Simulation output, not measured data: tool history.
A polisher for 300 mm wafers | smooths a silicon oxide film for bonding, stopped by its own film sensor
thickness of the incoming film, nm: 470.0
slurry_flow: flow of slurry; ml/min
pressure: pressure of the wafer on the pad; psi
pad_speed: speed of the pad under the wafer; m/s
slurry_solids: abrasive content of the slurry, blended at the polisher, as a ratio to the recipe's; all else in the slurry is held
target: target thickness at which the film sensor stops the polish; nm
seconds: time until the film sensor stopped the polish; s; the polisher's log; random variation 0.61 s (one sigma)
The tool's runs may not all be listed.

run  hour  slurry_flow  pressure  pad_speed  slurry_solids  target  seconds
  1     0          165       2.3       0.72              1     409    103.3
  2   6.2          165       2.3       0.72           1.05     409    102.7
  3   8.7          165       2.3       0.72           1.05     415   91.336
  4  11.2          165         2       0.72           1.05     415   104.22
  5  16.8          165         2       0.72            1.2     415   99.446
  6  24.1          165         2       0.88            1.2     415   85.889
  7  28.3          165       2.1       0.88            1.2     415   80.337
  8  31.2          175       2.7       0.92            1.2     415   59.058
  9  37.3          180         3       0.92            1.2     415   54.265

Run 10 comes next. What will it give?
 10  40.3          180       3.2       0.92            1.2     415        ?

Run 10 gave seconds 50.745 s.

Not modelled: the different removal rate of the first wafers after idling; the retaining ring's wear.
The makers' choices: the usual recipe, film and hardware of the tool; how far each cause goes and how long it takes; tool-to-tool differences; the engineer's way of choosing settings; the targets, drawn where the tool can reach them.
